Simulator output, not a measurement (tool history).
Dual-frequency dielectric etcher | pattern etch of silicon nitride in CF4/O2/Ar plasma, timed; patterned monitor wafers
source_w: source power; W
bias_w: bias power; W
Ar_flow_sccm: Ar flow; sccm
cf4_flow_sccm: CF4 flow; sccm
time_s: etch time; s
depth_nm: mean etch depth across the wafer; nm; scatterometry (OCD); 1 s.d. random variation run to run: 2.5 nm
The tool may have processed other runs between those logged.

{"run": 1, "hour": 0.0, "source_w": 640, "bias_w": 67, "Ar_flow_sccm": 94, "cf4_flow_sccm": 105, "time_s": 170.5, "depth_nm": 440.95}
{"run": 2, "hour": 2.7, "source_w": 620, "bias_w": 67, "Ar_flow_sccm": 94, "cf4_flow_sccm": 105, "time_s": 170.5, "depth_nm": 429.03}
{"run": 3, "hour": 11.4, "source_w": 610, "bias_w": 67, "Ar_flow_sccm": 94, "cf4_flow_sccm": 105, "time_s": 170.5, "depth_nm": 419.77}
{"run": 4, "hour": 17.1, "source_w": 610, "bias_w": 67, "Ar_flow_sccm": 94, "cf4_flow_sccm": 112, "time_s": 170.5, "depth_nm": 421.96}
{"run": 5, "hour": 23.9, "source_w": 680, "bias_w": 67, "Ar_flow_sccm": 94, "cf4_flow_sccm": 112, "time_s": 170.5, "depth_nm": 472.76}
{"run": 6, "hour": 29.9, "source_w": 650, "bias_w": 67, "Ar_flow_sccm": 94, "cf4_flow_sccm": 112, "time_s": 170.5, "depth_nm": 451.85}
{"run": 7, "hour": 37.0, "source_w": 630, "bias_w": 67, "Ar_flow_sccm": 94, "cf4_flow_sccm": 112, "time_s": 170.5, "depth_nm": 439.48}

For run 8, what comes out?
{"run": 8, "hour": 41.7, "source_w": 610, "bias_w": 67, "Ar_flow_sccm": 94, "cf4_flow_sccm": 112, "time_s": 170.5, "depth_nm": "?"}

depth_nm: 424.96 nm
